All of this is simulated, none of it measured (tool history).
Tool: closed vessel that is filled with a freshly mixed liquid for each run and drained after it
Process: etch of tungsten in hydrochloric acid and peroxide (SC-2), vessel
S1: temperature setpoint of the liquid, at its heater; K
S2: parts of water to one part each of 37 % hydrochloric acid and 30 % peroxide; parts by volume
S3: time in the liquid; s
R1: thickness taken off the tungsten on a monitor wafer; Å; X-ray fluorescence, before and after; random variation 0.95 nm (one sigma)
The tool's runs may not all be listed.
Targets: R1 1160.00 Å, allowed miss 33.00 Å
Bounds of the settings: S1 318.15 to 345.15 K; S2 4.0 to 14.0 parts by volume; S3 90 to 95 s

run 1 hour=0.0 | S1=334.15 S2=7.5 S3=90 | R1=374.85
run 2 hour=1.5 | S1=337.65 S2=6.5 S3=90 | R1=525.09
run 3 hour=8.2 | S1=337.65 S2=9.0 S3=90 | R1=399.90
run 4 hour=15.2 | S1=340.15 S2=7.5 S3=90 | R1=545.62
run 5 hour=22.4 | S1=341.65 S2=6.5 S3=90 | R1=672.70
run 6 hour=23.5 | S1=341.65 S2=4.5 S3=90 | R1=866.69
run 7 hour=24.6 | S1=341.65 S2=4.5 S3=90 | R1=873.71
run 8 hour=29.6 | S1=341.65 S2=4.5 S3=90 | R1=874.25

4 next moves are on the table. One of them brings every result within its allowed miss. Which?
run A hour=34.6 | S1=343.15 S2=4.0 S3=95 | R1=?
run B hour=34.6 | S1=345.15 S2=4.0 S3=95 | R1=?
run C hour=34.6 | S1=344.15 S2=4.0 S3=90 | R1=?
run D hour=34.6 | S1=344.15 S2=4.0 S3=95 | R1=?

move=A R1=1077.60
move=B R1=1212.10
move=C R1=1082.90
move=D R1=1143.10
A: nearer than the last run, and not there yet
B: takes the result that was furthest off past its target
C: nearer than the last run, and not there yet
D: meets every target
The right move is D.

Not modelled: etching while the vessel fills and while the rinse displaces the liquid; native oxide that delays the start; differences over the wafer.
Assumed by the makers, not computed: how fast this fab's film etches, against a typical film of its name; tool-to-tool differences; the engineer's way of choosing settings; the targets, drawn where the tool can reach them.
